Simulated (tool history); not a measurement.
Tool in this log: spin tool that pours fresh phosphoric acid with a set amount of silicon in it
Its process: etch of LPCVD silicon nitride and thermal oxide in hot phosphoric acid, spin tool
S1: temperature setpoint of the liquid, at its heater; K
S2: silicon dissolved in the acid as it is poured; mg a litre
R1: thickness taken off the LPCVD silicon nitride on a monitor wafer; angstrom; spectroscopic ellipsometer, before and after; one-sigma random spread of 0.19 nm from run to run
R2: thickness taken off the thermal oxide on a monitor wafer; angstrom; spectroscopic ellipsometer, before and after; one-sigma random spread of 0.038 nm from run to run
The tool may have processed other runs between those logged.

run 1 day=0 | S1=434.15 S2=8.5 time_under_the_liquid_(s)=180 | R1=133 R2=4.7183
run 2 day=0.112 | S1=436.15 S2=8.5 time_under_the_liquid_(s)=180 | R1=139.59 R2=5.3847
run 3 day=0.429 | S1=436.15 S2=10.5 time_under_the_liquid_(s)=210 | R1=165.38 R2=6.1257
run 4 day=0.596 | S1=436.15 S2=12 time_under_the_liquid_(s)=230 | R1=180.77 R2=6.4528
run 5 day=0.808 | S1=436.15 S2=14 time_under_the_liquid_(s)=230 | R1=181.18 R2=6.2181
run 6 day=1.117 | S1=436.15 S2=14 time_under_the_liquid_(s)=160 | R1=125.2 R2=4.5122

Run 7, settings as shown, results not yet in. Your forecast:
run 7 day=1.358 | S1=436.15 S2=14.5 time_under_the_liquid_(s)=195 | R1=? R2=?

Run 7 came out at R1 154.16 angstrom, R2 5.2318 angstrom.
